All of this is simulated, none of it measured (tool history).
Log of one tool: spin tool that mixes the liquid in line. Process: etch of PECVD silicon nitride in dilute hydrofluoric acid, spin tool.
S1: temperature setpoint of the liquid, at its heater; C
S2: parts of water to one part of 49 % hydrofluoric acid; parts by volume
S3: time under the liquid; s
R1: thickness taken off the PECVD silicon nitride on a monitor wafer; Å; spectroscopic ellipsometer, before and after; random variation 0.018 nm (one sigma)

run	hour	S1	S2	S3	R1
1	0	23	175	80	9.3952
2	4	24.5	170	80	10.579
3	7.2	23.5	170	80	9.929
4	16.2	25	165	80	11.272
5	17.1	26	160	80	12.579
6	23.9	26	160	80	12.421
7	29.1	27	160	80	13.286
8	36.1	27	160	80	13.47

The next listed run, before its measurement:
9	42.8	27.5	160	80	?

R1: 13.892 Å
